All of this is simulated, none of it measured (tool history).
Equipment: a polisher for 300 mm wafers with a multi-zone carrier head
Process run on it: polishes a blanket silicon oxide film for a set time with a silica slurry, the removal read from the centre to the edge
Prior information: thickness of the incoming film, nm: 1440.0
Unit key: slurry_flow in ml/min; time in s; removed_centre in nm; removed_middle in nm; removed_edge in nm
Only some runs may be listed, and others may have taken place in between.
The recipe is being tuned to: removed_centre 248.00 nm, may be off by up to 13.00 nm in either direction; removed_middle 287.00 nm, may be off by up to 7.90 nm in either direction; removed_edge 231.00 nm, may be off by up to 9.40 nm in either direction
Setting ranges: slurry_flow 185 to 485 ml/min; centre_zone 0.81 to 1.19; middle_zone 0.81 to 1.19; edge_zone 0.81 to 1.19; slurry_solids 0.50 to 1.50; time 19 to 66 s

{"run": 1, "day": 0.0, "slurry_flow": 310, "centre_zone": 1.0, "middle_zone": 1.0, "edge_zone": 1.0, "slurry_solids": 1.0, "time": 42, "removed_centre": 187.25, "removed_middle": 192.28, "removed_edge": 186.1}
{"run": 2, "day": 0.179, "slurry_flow": 315, "centre_zone": 1.01, "middle_zone": 1.04, "edge_zone": 1.0, "slurry_solids": 1.1, "time": 42, "removed_centre": 196.0, "removed_middle": 203.4, "removed_edge": 196.78}
{"run": 3, "day": 0.208, "slurry_flow": 235, "centre_zone": 1.01, "middle_zone": 1.04, "edge_zone": 1.0, "slurry_solids": 1.1, "time": 42, "removed_centre": 193.76, "removed_middle": 193.62, "removed_edge": 185.48}
{"run": 4, "day": 0.254, "slurry_flow": 235, "centre_zone": 1.01, "middle_zone": 1.04, "edge_zone": 1.0, "slurry_solids": 1.25, "time": 42, "removed_centre": 200.65, "removed_middle": 205.28, "removed_edge": 194.03}
{"run": 5, "day": 0.562, "slurry_flow": 265, "centre_zone": 1.02, "middle_zone": 1.07, "edge_zone": 0.98, "slurry_solids": 1.3, "time": 42, "removed_centre": 201.2, "removed_middle": 213.68, "removed_edge": 195.08}
{"run": 6, "day": 0.583, "slurry_flow": 265, "centre_zone": 1.02, "middle_zone": 1.01, "edge_zone": 0.98, "slurry_solids": 1.3, "time": 42, "removed_centre": 202.09, "removed_middle": 204.96, "removed_edge": 197.12}
{"run": 7, "day": 0.9, "slurry_flow": 320, "centre_zone": 1.03, "middle_zone": 1.11, "edge_zone": 0.95, "slurry_solids": 1.5, "time": 47, "removed_centre": 238.84, "removed_middle": 265.02, "removed_edge": 228.72}
{"run": 8, "day": 1.104, "slurry_flow": 325, "centre_zone": 1.04, "middle_zone": 1.13, "edge_zone": 0.95, "slurry_solids": 1.5, "time": 47, "removed_centre": 243.32, "removed_middle": 265.16, "removed_edge": 227.54}

5 candidate next runs follow, results not yet known. Just one meets every target within its allowed miss. Identify it.
{"run": "A", "day": 1.308, "slurry_flow": 320, "centre_zone": 1.04, "middle_zone": 1.1, "edge_zone": 0.95, "slurry_solids": 1.5, "time": 46, "removed_centre": "?", "removed_middle": "?", "removed_edge": "?"}
{"run": "B", "day": 1.308, "slurry_flow": 355, "centre_zone": 1.08, "middle_zone": 1.09, "edge_zone": 1.03, "slurry_solids": 1.45, "time": 43, "removed_centre": "?", "removed_middle": "?", "removed_edge": "?"}
{"run": "C", "day": 1.308, "slurry_flow": 365, "centre_zone": 1.03, "middle_zone": 1.19, "edge_zone": 0.93, "slurry_solids": 1.5, "time": 48, "removed_centre": "?", "removed_middle": "?", "removed_edge": "?"}
{"run": "D", "day": 1.308, "slurry_flow": 315, "centre_zone": 1.05, "middle_zone": 1.02, "edge_zone": 1.08, "slurry_solids": 1.45, "time": 46, "removed_centre": "?", "removed_middle": "?", "removed_edge": "?"}
{"run": "E", "day": 1.308, "slurry_flow": 310, "centre_zone": 1.04, "middle_zone": 1.0, "edge_zone": 0.91, "slurry_solids": 1.5, "time": 47, "removed_centre": "?", "removed_middle": "?", "removed_edge": "?"}

move=A removed_centre=244.06 removed_middle=257.40 removed_edge=229.80
move=B removed_centre=237.09 removed_middle=238.57 removed_edge=222.82
move=C removed_centre=255.45 removed_middle=290.63 removed_edge=239.15
move=D removed_centre=243.66 removed_middle=238.76 removed_edge=242.35
move=E removed_centre=248.41 removed_middle=241.84 removed_edge=229.95
A: lands further from the targets than the last run did
B: lands further from the targets than the last run did
C: hits every target within its allowed miss
D: lands further from the targets than the last run did
E: lands further from the targets than the last run did
C is the move that brings every result within its allowed miss.

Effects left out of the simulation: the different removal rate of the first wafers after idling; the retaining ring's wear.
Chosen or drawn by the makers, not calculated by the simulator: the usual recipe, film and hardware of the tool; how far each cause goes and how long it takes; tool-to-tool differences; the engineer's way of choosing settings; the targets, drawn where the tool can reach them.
